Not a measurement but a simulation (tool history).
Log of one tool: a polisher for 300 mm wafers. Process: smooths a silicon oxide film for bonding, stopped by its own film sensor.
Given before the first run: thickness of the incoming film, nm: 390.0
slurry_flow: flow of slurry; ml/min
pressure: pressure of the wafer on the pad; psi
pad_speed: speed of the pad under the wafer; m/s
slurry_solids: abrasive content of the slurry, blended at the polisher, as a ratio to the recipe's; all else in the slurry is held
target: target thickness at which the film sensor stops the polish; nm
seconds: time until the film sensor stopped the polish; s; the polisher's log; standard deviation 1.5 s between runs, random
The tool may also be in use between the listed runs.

run,hour,slurry_flow,pressure,pad_speed,slurry_solids,target,seconds
1,0.0,185,2.1,1.08,1.0,342,56.478
2,2.2,185,1.9,1.06,1.0,342,61.924
3,5.9,185,1.8,1.04,1.0,342,67.895
4,7.2,185,1.8,1.04,0.9,342,69.478
5,13.3,185,1.8,1.22,0.9,342,62.165
6,14.5,185,1.7,1.20,0.9,342,66.845
7,19.1,185,1.6,1.20,0.9,342,69.032

What does the tool deliver on the next run?
8,25.4,185,1.5,1.18,0.9,342,?

Run 8 measured seconds 77.535 s.
